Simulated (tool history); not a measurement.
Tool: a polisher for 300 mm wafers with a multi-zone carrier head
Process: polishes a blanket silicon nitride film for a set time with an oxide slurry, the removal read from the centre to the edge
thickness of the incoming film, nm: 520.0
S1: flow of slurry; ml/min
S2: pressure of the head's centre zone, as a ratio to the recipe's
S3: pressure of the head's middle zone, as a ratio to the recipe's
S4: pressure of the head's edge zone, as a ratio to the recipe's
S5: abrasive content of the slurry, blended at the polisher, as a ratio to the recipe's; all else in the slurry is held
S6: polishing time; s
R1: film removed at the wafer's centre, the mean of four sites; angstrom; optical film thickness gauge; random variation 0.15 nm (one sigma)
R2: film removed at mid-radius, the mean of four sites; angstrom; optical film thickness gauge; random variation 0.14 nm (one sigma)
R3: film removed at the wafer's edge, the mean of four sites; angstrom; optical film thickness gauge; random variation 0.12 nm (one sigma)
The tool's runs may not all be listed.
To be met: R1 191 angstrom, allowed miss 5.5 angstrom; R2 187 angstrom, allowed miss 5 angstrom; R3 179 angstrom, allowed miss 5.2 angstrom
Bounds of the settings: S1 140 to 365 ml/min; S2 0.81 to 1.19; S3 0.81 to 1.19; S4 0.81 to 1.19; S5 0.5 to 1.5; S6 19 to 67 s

run	day	S1	S2	S3	S4	S5	S6	R1	R2	R3
1	0	235	1	1	1	1	43	323.33	324.88	321.13
2	0.175	235	1	1	1	1	34	256.61	254.87	257.5
3	0.238	260	1	1	1	1	34	261.29	260.96	254.17
4	0.5	260	1	1.03	1	1	34	259.43	261.66	257.9
5	0.796	265	0.99	1	0.98	0.9	34	249.16	249	245.46
6	1	265	0.99	1.08	0.98	0.9	34	245.25	268.02	244.89
7	1.358	240	0.96	0.98	0.88	0.65	31	191.28	198.73	184.55
8	1.717	235	0.96	0.97	0.88	0.65	31	190.12	193.28	183.69
9	1.746	230	0.96	0.97	0.88	0.65	31	189.3	191.61	186.15
10	2.117	230	0.96	0.97	0.87	0.65	31	191.35	193.92	184.01

4 next moves are on the table. One of them brings every result within its allowed miss. Which?
A	2.488	335	1	0.97	0.9	0.65	29	?	?	?
B	2.488	215	0.93	1.01	0.83	0.65	31	?	?	?
C	2.488	160	1.01	0.97	0.82	1	28	?	?	?
D	2.488	205	0.93	1.05	0.9	0.65	30	?	?	?

move	R1	R2	R3
A	192.69	186.59	178.49
B	184.09	197.58	178.44
C	205.49	198.83	185.76
D	177.22	195.86	178.36
A: meets every target
B: further off than the last run
C: further off than the last run
D: further off than the last run
Answer: A
